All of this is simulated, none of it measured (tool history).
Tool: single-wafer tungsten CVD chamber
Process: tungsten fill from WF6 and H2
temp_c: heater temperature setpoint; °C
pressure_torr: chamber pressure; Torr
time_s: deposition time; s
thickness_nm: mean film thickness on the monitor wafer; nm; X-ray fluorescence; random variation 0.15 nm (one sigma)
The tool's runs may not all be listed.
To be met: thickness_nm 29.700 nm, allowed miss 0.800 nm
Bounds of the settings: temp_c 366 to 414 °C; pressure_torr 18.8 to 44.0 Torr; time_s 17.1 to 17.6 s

run	day	temp_c	pressure_torr	time_s	thickness_nm
1	0.000	390	31.4	17.1	41.994
2	0.350	390	36.5	17.1	45.633
3	0.479	390	32.1	17.1	42.581
4	0.808	388	32.0	17.1	40.548
# day 1.025: capacitance manometer re-zeroed and calibrated
5	1.025	384	32.0	17.1	38.254
6	1.217	391	32.0	17.1	44.662
7	1.362	389	31.9	17.1	42.129
8	1.446	387	31.8	17.1	41.040
9	1.650	375	30.7	17.1	31.347

Which of these 4 next moves meets every target?
A	1.854	371	29.7	17.1	?
B	1.854	369	31.0	17.3	?
C	1.854	371	30.9	17.1	?
D	1.854	375	28.7	17.2	?

move	thickness_nm
A	27.840
B	27.587
C	28.482
D	30.002
A: takes the result that was furthest off past its target
B: takes the result that was furthest off past its target
C: takes the result that was furthest off past its target
D: meets every target
The right move is D.
